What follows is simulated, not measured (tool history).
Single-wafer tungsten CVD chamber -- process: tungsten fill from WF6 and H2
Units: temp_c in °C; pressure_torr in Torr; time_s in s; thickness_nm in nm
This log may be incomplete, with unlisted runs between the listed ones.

run	hour	temp_c	pressure_torr	time_s	thickness_nm
1	0	385	30.1	7.08	16.803
2	1	383	30.1	7.08	16.233
3	1.7	382	30.1	7.08	15.97
4	9.5	382	34.4	7.08	16.989
5	16.8	382	34.4	7.08	17.056
6	22.1	382	37.1	7.08	17.669
# hour 27.9: thermocouple changed; heater temperature recalibrated
7	27.9	380	37.1	7.08	15.868
8	30.2	379	37.1	7.08	15.556

Expected results for the next run?
9	31.5	374	37.1	7.08	?

Run 9 produced thickness_nm 14.21 nm.

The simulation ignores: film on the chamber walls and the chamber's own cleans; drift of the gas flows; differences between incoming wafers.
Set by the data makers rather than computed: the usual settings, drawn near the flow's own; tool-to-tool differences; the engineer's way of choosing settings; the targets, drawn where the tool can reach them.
